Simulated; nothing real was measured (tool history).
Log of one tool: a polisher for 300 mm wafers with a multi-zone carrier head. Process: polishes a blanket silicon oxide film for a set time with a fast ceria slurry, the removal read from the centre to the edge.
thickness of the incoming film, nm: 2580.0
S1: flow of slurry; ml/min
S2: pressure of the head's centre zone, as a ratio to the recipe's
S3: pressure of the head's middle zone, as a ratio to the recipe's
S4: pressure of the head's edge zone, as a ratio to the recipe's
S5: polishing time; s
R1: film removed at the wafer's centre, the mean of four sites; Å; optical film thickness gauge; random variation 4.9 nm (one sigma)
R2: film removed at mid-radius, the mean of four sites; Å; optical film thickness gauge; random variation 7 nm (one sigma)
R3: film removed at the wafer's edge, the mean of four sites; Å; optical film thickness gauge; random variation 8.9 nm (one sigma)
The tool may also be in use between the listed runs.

run 1 day=0.000 | S1=145 S2=1.00 S3=1.00 S4=1.00 S5=43 | R1=6639.3 R2=6435.0 R3=6670.5
run 2 day=0.092 | S1=160 S2=1.01 S3=1.00 S4=1.00 S5=43 | R1=6792.4 R2=6669.7 R3=6584.1
run 3 day=0.362 | S1=160 S2=1.01 S3=1.00 S4=1.00 S5=51 | R1=8107.1 R2=7956.3 R3=7887.3
run 4 day=0.596 | S1=150 S2=1.01 S3=0.99 S4=0.97 S5=51 | R1=8026.9 R2=7768.5 R3=7654.7
run 5 day=0.746 | S1=150 S2=1.01 S3=1.07 S4=0.97 S5=51 | R1=8077.6 R2=8202.0 R3=7593.3
run 6 day=1.079 | S1=150 S2=1.05 S3=1.07 S4=0.97 S5=51 | R1=8357.3 R2=8393.9 R3=7828.0
run 7 day=1.279 | S1=140 S2=1.04 S3=1.04 S4=0.95 S5=51 | R1=8137.9 R2=7974.3 R3=7682.1

Forecast run 8:
run 8 day=1.654 | S1=130 S2=1.04 S3=1.02 S4=0.92 S5=51 | R1=? R2=? R3=?

{"run 8": {"R1": 8013.4, "R2": 7532.9, "R3": 7249.3}}

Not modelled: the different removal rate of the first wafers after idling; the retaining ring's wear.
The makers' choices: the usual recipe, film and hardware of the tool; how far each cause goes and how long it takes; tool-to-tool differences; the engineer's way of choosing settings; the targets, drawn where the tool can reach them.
